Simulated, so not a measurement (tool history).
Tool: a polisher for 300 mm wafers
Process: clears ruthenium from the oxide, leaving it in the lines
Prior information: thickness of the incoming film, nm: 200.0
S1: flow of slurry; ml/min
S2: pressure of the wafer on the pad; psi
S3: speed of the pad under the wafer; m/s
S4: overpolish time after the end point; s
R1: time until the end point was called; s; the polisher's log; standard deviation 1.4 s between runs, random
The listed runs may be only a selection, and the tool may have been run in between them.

{"run": 1, "hour": 0.0, "S1": 220, "S2": 2.3, "S3": 1.08, "S4": 48, "R1": 138.23}
{"run": 2, "hour": 2.2, "S1": 275, "S2": 2.3, "S3": 1.08, "S4": 48, "R1": 132.83}
{"run": 3, "hour": 3.5, "S1": 255, "S2": 2.3, "S3": 1.08, "S4": 48, "R1": 131.92}
{"run": 4, "hour": 7.7, "S1": 225, "S2": 2.3, "S3": 1.08, "S4": 48, "R1": 134.93}
{"run": 5, "hour": 13.8, "S1": 225, "S2": 2.6, "S3": 1.1, "S4": 48, "R1": 119.33}
{"run": 6, "hour": 18.5, "S1": 225, "S2": 2.6, "S3": 1.1, "S4": 51, "R1": 122.1}

Predict the results of run 7:
{"run": 7, "hour": 23.8, "S1": 225, "S2": 2.8, "S3": 1.12, "S4": 51, "R1": "?"}

R1: 110.54 s

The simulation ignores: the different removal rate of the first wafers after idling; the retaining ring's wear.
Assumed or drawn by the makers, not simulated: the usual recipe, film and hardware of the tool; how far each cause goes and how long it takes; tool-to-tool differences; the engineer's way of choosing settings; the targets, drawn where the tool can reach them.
